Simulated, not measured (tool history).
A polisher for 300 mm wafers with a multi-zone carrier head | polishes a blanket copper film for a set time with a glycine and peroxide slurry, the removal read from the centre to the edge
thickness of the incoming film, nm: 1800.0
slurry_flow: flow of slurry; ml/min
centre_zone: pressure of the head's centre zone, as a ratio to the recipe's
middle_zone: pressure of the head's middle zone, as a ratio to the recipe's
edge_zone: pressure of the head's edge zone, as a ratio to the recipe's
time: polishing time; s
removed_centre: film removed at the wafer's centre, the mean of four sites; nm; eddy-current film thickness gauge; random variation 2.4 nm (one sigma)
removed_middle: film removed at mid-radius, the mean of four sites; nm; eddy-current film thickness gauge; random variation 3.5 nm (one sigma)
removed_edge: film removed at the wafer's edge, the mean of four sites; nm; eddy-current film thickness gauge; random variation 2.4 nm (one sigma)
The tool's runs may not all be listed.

{"run": 1, "hour": 0.0, "slurry_flow": 265, "centre_zone": 1, "middle_zone": 1, "edge_zone": 1, "time": 50, "removed_centre": 273.83, "removed_middle": 273.36, "removed_edge": 267.46}
{"run": 2, "hour": 4.8, "slurry_flow": 265, "centre_zone": 1, "middle_zone": 1.02, "edge_zone": 0.95, "time": 47, "removed_centre": 254.39, "removed_middle": 258.82, "removed_edge": 244.86}
{"run": 3, "hour": 12.4, "slurry_flow": 265, "centre_zone": 1.06, "middle_zone": 1.02, "edge_zone": 0.95, "time": 47, "removed_centre": 274.13, "removed_middle": 249.37, "removed_edge": 248.38}
{"run": 4, "hour": 18.2, "slurry_flow": 270, "centre_zone": 1.05, "middle_zone": 1.05, "edge_zone": 0.91, "time": 45, "removed_centre": 259.69, "removed_middle": 257.69, "removed_edge": 235.93}
{"run": 5, "hour": 20.9, "slurry_flow": 270, "centre_zone": 1.05, "middle_zone": 1.13, "edge_zone": 0.91, "time": 45, "removed_centre": 256.43, "removed_middle": 262.17, "removed_edge": 231.52}
{"run": 6, "hour": 22.7, "slurry_flow": 265, "centre_zone": 1.05, "middle_zone": 1.13, "edge_zone": 0.89, "time": 43, "removed_centre": 246.66, "removed_middle": 256.08, "removed_edge": 220.87}

The next listed run, before its measurement:
{"run": 7, "hour": 28.3, "slurry_flow": 265, "centre_zone": 1.05, "middle_zone": 1.13, "edge_zone": 0.89, "time": 43, "removed_centre": "?", "removed_middle": "?", "removed_edge": "?"}

{"run 7": {"removed_centre": 247.41, "removed_middle": 251.76, "removed_edge": 219.16}}
